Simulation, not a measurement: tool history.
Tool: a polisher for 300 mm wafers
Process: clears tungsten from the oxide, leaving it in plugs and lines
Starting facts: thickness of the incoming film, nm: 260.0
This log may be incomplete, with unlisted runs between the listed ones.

run,hour,flow of slurry (ml/min),pressure of the wafer on the pad (kPa),speed of the pad under the wafer (m/s),abrasive content of the slurry,overpolish time after the end point (s),time until the end point was called (s)
1,0.0,280,29.0,1.12,1.0,41,49.011
2,5.8,280,29.0,1.12,1.0,44,48.273
3,12.5,280,29.0,1.12,1.0,44,47.842
4,20.0,235,29.0,1.12,1.0,44,48.242
5,24.1,170,29.0,1.12,1.0,44,51.881
6,29.3,170,26.2,1.12,1.0,44,56.788
7,31.7,170,24.1,1.12,1.0,44,59.125

Run 8 has not been measured yet. What should we expect?
8,37.8,170,22.1,1.12,1.0,44,?

For run 8 the tool returned time until the end point was called (s) 64.160.
